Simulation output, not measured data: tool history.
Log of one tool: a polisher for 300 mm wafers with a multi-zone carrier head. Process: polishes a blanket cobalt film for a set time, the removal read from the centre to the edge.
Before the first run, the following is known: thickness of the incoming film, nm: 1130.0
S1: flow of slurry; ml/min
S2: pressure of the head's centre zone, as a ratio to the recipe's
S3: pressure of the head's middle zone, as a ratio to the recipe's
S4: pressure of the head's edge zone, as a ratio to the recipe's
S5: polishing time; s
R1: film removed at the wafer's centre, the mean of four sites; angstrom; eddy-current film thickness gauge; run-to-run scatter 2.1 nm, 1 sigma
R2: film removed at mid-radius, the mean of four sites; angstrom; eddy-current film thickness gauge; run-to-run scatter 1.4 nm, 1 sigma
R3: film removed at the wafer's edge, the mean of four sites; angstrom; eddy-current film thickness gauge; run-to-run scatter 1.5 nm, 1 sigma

run 1 day=0.000 | S1=295 S2=1.00 S3=1.00 S4=1.00 S5=46 | R1=1627.1 R2=1658.3 R3=1623.1
run 2 day=0.171 | S1=295 S2=1.00 S3=1.00 S4=1.00 S5=41 | R1=1508.1 R2=1461.0 R3=1463.0
run 3 day=0.321 | S1=290 S2=0.99 S3=0.98 S4=1.01 S5=41 | R1=1503.4 R2=1435.9 R3=1483.9
run 4 day=0.400 | S1=230 S2=0.99 S3=0.98 S4=1.01 S5=41 | R1=1421.0 R2=1354.7 R3=1414.0
run 5 day=0.758 | S1=230 S2=0.93 S3=0.98 S4=1.01 S5=41 | R1=1296.3 R2=1387.1 R3=1449.5
run 6 day=0.821 | S1=230 S2=0.86 S3=0.98 S4=1.01 S5=41 | R1=1230.9 R2=1358.9 R3=1411.7

Predict the results of run 7:
run 7 day=1.121 | S1=245 S2=0.88 S3=0.97 S4=1.01 S5=41 | R1=? R2=? R3=?

R1: 1267.0 angstrom
R2: 1380.1 angstrom
R3: 1453.9 angstrom
